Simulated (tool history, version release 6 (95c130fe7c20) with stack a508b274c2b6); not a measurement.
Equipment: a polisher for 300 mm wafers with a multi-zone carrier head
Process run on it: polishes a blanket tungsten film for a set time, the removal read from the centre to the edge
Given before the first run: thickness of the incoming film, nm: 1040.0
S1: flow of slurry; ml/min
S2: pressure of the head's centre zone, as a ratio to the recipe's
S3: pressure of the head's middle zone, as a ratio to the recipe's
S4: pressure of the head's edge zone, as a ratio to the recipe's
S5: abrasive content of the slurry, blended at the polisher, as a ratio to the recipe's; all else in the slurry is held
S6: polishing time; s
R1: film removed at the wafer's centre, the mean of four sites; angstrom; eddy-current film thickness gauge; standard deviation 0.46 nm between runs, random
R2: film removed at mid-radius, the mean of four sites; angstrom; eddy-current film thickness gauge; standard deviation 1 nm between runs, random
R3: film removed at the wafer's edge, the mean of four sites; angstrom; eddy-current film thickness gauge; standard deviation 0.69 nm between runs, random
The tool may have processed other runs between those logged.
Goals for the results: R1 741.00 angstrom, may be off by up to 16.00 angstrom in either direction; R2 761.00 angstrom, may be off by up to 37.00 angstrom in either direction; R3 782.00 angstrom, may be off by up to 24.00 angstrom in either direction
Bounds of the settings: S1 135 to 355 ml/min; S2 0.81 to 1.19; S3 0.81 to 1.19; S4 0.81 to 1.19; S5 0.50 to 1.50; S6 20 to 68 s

run  hour   S1    S2    S3    S4    S5  S6      R1       R2       R3
  1   0.0  225  1.00  1.00  1.00  1.00  44  992.81  1053.10  1070.40
  2   7.0  225  1.00  1.00  1.00  1.00  36  823.41   875.71   878.29
  3  11.0  210  0.99  0.97  0.96  0.95  36  794.48   842.91   853.35
  4  18.9  210  0.99  0.90  0.96  0.95  36  794.02   814.68   841.42
  5  24.1  200  0.98  0.88  0.94  0.95  36  770.06   794.86   844.95
  6  31.2  200  0.98  0.88  0.94  0.95  30  649.67   653.64   697.45
  7  31.9  225  0.98  0.91  0.97  1.00  30  670.76   688.47   719.30
  8  33.5  220  0.99  0.94  1.00  1.05  30  675.43   708.38   731.36
  9  35.1  240  1.00  0.95  1.02  1.10  30  692.65   725.45   756.80
 10  43.3  255  1.01  0.96  1.02  1.10  30  714.88   741.57   771.62
     46.1  -- centre zone pressure recalibrated
 11  46.1  265  1.01  0.97  1.02  1.10  30  762.55   745.03   764.12
 12  51.2  260  1.01  0.97  1.03  1.10  30  762.49   744.59   765.19

Pick the move, out of 5, that brings all results within their allowed miss; only one does.
  A  56.3  250  1.03  0.91  1.01  0.90  32   ?   ?   ?
  B  56.3  345  1.05  1.04  1.02  1.05  29   ?   ?   ?
  C  56.3  235  0.98  1.00  1.08  1.30  29   ?   ?   ?
  D  56.3  345  1.10  1.11  1.07  1.40  26   ?   ?   ?
  E  56.3  245  1.03  0.89  1.16  1.15  29   ?   ?   ?

move      R1      R2      R3
   A  787.82  709.54  774.34
   B  783.14  761.84  748.59
   C  738.27  746.88  781.32
   D  786.02  769.17  732.67
   E  754.45  668.72  785.76
A: further off than the last run
B: further off than the last run
C: meets every target
D: further off than the last run
E: gets the furthest-off result to its target, but another result is out of tolerance
Answer: C

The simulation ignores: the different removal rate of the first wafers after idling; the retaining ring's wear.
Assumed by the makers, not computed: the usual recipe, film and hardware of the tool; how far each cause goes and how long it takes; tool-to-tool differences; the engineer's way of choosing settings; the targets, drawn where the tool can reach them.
